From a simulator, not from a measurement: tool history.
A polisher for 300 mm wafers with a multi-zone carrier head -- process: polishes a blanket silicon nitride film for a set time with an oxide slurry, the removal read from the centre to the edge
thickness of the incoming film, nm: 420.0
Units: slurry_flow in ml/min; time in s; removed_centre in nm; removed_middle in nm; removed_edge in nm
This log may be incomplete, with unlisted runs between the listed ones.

{"run": 1, "hour": 0.0, "slurry_flow": 195, "centre_zone": 1.0, "middle_zone": 1.0, "edge_zone": 1.0, "slurry_solids": 1.0, "time": 85, "removed_centre": 76.326, "removed_middle": 77.994, "removed_edge": 78.49}
{"run": 2, "hour": 5.8, "slurry_flow": 175, "centre_zone": 0.95, "middle_zone": 0.99, "edge_zone": 0.99, "slurry_solids": 1.0, "time": 85, "removed_centre": 71.505, "removed_middle": 74.892, "removed_edge": 76.325}
{"run": 3, "hour": 12.3, "slurry_flow": 175, "centre_zone": 0.95, "middle_zone": 0.99, "edge_zone": 0.99, "slurry_solids": 1.1, "time": 85, "removed_centre": 75.134, "removed_middle": 79.303, "removed_edge": 81.945}
{"run": 4, "hour": 17.8, "slurry_flow": 175, "centre_zone": 0.95, "middle_zone": 0.99, "edge_zone": 0.99, "slurry_solids": 1.1, "time": 76, "removed_centre": 68.056, "removed_middle": 71.092, "removed_edge": 72.541}
{"run": 5, "hour": 18.8, "slurry_flow": 175, "centre_zone": 0.95, "middle_zone": 0.99, "edge_zone": 0.99, "slurry_solids": 1.25, "time": 76, "removed_centre": 72.257, "removed_middle": 75.395, "removed_edge": 77.032}
{"run": 6, "hour": 23.4, "slurry_flow": 160, "centre_zone": 0.91, "middle_zone": 0.99, "edge_zone": 0.98, "slurry_solids": 1.25, "time": 76, "removed_centre": 68.058, "removed_middle": 74.186, "removed_edge": 77.519}

Run 7, settings as shown, results not yet in. Your forecast:
{"run": 7, "hour": 28.7, "slurry_flow": 150, "centre_zone": 0.89, "middle_zone": 1.0, "edge_zone": 0.96, "slurry_solids": 1.25, "time": 76, "removed_centre": "?", "removed_middle": "?", "removed_edge": "?"}

removed_centre: 65.242 nm
removed_middle: 73.170 nm
removed_edge: 75.003 nm
